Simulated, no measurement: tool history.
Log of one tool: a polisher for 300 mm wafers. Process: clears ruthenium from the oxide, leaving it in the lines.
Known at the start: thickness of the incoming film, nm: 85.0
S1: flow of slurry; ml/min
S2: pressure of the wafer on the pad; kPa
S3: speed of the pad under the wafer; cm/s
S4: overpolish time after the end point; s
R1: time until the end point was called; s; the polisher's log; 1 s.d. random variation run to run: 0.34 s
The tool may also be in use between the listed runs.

| run | hour | S1 | S2 | S3 | S4 | R1 |
|---|---|---|---|---|---|---|
| 1 | 0.0 | 305 | 9.7 | 122 | 19 | 71.199 |
| 2 | 3.4 | 305 | 11.0 | 122 | 19 | 61.876 |
| 3 | 10.4 | 305 | 11.0 | 136 | 19 | 57.569 |
| 4 | 11.8 | 305 | 12.4 | 136 | 19 | 50.828 |
| 5 | 18.9 | 305 | 12.4 | 136 | 19 | 51.039 |
| 6 | 26.2 | 305 | 13.1 | 136 | 19 | 48.022 |
| 7 | 34.3 | 305 | 13.8 | 136 | 19 | 45.772 |
| 8 | 36.9 | 305 | 14.5 | 136 | 19 | 43.877 |

Expected results for the next run?
| 9 | 42.6 | 305 | 14.5 | 136 | 19 | ? |

R1: 43.942 s
